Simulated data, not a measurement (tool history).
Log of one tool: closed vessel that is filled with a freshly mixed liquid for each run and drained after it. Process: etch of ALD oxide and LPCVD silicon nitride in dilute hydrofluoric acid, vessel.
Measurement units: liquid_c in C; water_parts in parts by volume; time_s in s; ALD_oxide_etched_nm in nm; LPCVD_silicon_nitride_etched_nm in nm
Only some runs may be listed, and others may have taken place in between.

run,hour,liquid_c,water_parts,time_s,ALD_oxide_etched_nm,LPCVD_silicon_nitride_etched_nm
1,0.0,23.0,70,145,21.0650,0.96622
2,4.9,22.5,80,140,17.4130,0.81077
3,6.5,22.5,80,110,13.5110,0.57682
4,14.0,22.5,85,110,12.7030,0.59268
5,21.8,21.5,90,110,11.4590,0.48236
6,27.1,21.5,115,110,8.8662,0.40643
7,29.8,20.0,125,70,4.7414,0.20233
8,31.9,20.5,125,70,4.9005,0.21919
9,35.4,21.0,125,70,4.9431,0.22183
10,41.7,21.5,125,70,4.9601,0.23345
11,48.7,21.5,125,70,5.1166,0.23985
12,54.9,21.5,125,70,5.0928,0.23914
13,63.8,22.0,120,70,5.4056,0.26946

Forecast run 14:
14,69.5,22.0,115,70,?,?

For run 14 the tool returned ALD_oxide_etched_nm 5.6747 nm, LPCVD_silicon_nitride_etched_nm 0.25829 nm.
